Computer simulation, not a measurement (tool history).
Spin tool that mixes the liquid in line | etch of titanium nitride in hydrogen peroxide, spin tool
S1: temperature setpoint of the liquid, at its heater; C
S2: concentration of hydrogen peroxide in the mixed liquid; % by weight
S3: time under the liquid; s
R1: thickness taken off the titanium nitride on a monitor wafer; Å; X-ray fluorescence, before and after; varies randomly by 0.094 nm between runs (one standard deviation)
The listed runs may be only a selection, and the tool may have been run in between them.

| run | day | S1 | S2 | S3 | R1 |
|---|---|---|---|---|---|
| 1 | 0.000 | 49.0 | 23 | 325 | 212.98 |
| 2 | 0.079 | 46.0 | 23 | 325 | 170.46 |
| 3 | 0.212 | 43.0 | 23 | 325 | 135.74 |
| 4 | 0.246 | 43.0 | 23 | 325 | 135.57 |
| 5 | 0.283 | 48.5 | 23 | 325 | 202.27 |
| 6 | 0.517 | 55.0 | 23 | 325 | 324.04 |
| 7 | 0.550 | 50.0 | 23 | 325 | 229.38 |

Run 8 comes next. What will it give?
| 8 | 0.754 | 46.5 | 23 | 325 | ? |

Run 8 came out at R1 173.40 Å.

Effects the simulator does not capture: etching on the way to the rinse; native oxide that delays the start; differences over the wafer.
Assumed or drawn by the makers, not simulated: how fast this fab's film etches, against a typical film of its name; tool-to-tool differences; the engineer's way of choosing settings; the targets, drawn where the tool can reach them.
